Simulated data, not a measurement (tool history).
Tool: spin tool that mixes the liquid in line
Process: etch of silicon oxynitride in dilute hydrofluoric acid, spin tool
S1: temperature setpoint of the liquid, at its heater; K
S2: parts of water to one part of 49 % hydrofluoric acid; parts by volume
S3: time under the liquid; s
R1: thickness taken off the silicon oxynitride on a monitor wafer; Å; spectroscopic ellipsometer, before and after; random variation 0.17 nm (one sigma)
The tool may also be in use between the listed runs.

Run 1, day 0.000: S1 294.15 K, S2 285 parts by volume, S3 270 s. Result: R1 33.454 Å.
Run 2, day 0.092: S1 294.15 K, S2 285 parts by volume, S3 295 s. Result: R1 36.196 Å.
Run 3, day 0.158: S1 292.65 K, S2 285 parts by volume, S3 295 s. Result: R1 34.490 Å.
Run 4, day 0.296: S1 292.65 K, S2 355 parts by volume, S3 295 s. Result: R1 27.054 Å.
Run 5, day 0.325: S1 294.65 K, S2 295 parts by volume, S3 295 s. Result: R1 36.353 Å.
Run 6, day 0.525: S1 294.65 K, S2 255 parts by volume, S3 295 s. Result: R1 43.448 Å.
Run 7, day 0.779: S1 296.15 K, S2 225 parts by volume, S3 295 s. Result: R1 53.037 Å.

The next listed run, before its measurement:
Run 8, day 0.821: S1 297.15 K, S2 205 parts by volume, S3 295 s. Result: R1 ?.

Run 8 gave R1 64.630 Å.

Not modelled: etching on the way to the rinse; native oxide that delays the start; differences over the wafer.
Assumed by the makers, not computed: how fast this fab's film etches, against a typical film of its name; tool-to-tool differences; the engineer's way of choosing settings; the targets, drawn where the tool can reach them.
